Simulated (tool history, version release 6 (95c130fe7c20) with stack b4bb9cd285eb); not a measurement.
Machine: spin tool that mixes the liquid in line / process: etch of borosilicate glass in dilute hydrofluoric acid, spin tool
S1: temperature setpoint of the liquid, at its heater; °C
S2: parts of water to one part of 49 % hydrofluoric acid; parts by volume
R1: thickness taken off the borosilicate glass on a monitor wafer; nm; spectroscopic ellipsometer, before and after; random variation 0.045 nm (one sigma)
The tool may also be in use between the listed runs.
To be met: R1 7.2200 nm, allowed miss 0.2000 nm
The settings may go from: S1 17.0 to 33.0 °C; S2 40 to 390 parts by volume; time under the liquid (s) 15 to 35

run 1 day=0.000 | S1=25.0 S2=215 time_under_the_liquid_(s)=35 | R1=2.9652
run 2 day=0.117 | S1=22.5 S2=215 time_under_the_liquid_(s)=35 | R1=2.6532
run 3 day=0.146 | S1=25.0 S2=215 time_under_the_liquid_(s)=35 | R1=2.9331
run 4 day=0.308 | S1=25.0 S2=215 time_under_the_liquid_(s)=35 | R1=2.9737
run 5 day=0.671 | S1=25.0 S2=155 time_under_the_liquid_(s)=35 | R1=4.3081
run 6 day=0.871 | S1=25.0 S2=205 time_under_the_liquid_(s)=35 | R1=3.1064
run 7 day=1.146 | S1=26.0 S2=190 time_under_the_liquid_(s)=35 | R1=3.5332
run 8 day=1.433 | S1=30.0 S2=100 time_under_the_liquid_(s)=35 | R1=8.6913
run 9 day=1.679 | S1=26.5 S2=100 time_under_the_liquid_(s)=35 | R1=7.6305

4 next moves are on the table. One of them brings every result within its allowed miss. Which?
run A day=1.925 | S1=30.5 S2=125 time_under_the_liquid_(s)=35 | R1=?
run B day=1.925 | S1=31.5 S2=125 time_under_the_liquid_(s)=35 | R1=?
run C day=1.925 | S1=23.0 S2=45 time_under_the_liquid_(s)=15 | R1=?
run D day=1.925 | S1=27.5 S2=95 time_under_the_liquid_(s)=35 | R1=?

move=A R1=6.7839
move=B R1=7.0349
move=C R1=6.7060
move=D R1=8.3078
A: the result that was furthest off in the last run now lies on the other side of its target
B: all results in spec
C: the result that was furthest off in the last run now lies on the other side of its target
D: further off than the last run
Answer: B
